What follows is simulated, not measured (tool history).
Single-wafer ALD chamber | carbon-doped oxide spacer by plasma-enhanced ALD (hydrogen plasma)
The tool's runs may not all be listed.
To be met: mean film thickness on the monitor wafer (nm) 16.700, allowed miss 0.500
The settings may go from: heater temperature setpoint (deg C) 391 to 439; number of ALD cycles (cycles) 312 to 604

| run | hour | heater temperature setpoint (deg C) | number of ALD cycles (cycles) | mean film thickness on the monitor wafer (nm) |
|---|---|---|---|---|
| 1 | 0.0 | 415 | 458 | 20.041 |
| 2 | 9.3 | 404 | 458 | 20.879 |
| 3 | 12.2 | 400 | 458 | 21.113 |
| 4 | 21.0 | 404 | 458 | 20.845 |
| 5 | 25.4 | 404 | 509 | 22.920 |
| 6 | 32.6 | 404 | 560 | 25.354 |
| 7 | 36.7 | 408 | 502 | 22.573 |
| 8 | 41.6 | 410 | 459 | 20.389 |

Which of these 4 next moves meets every target?
| A | 46.5 | 415 | 408 | ? |
| B | 46.5 | 416 | 362 | ? |
| C | 46.5 | 418 | 359 | ? |
| D | 46.5 | 413 | 384 | ? |

| move | mean film thickness on the monitor wafer (nm) |
|---|---|
| A | 17.830 |
| B | 15.762 |
| C | 15.518 |
| D | 16.903 |
A: nearer than the last run, and not there yet
B: takes the result that was furthest off past its target
C: takes the result that was furthest off past its target
D: meets every target
Move D is the one to make.
